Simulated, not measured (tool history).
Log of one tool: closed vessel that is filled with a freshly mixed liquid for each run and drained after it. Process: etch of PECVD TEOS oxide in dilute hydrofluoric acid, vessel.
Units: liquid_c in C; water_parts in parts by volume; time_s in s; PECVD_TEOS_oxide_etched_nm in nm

run  hour  liquid_c  water_parts  time_s  PECVD_TEOS_oxide_etched_nm
  1   0.0      24.0          165      30                      4.2590
  2   4.5      24.0          165      30                      4.2735
  3   6.5      27.0          165      30                      4.7028
  4   8.7      24.5          175      30                      4.0565
  5   9.9      27.5          175      30                      4.5380
  6  15.4      27.5          175      30                      4.4887
  7  22.1      23.5          205      30                      3.1925

The next listed run, before its measurement:
  8  27.9      22.5          205      30                           ?

Run 8 gave PECVD_TEOS_oxide_etched_nm 3.0669 nm.

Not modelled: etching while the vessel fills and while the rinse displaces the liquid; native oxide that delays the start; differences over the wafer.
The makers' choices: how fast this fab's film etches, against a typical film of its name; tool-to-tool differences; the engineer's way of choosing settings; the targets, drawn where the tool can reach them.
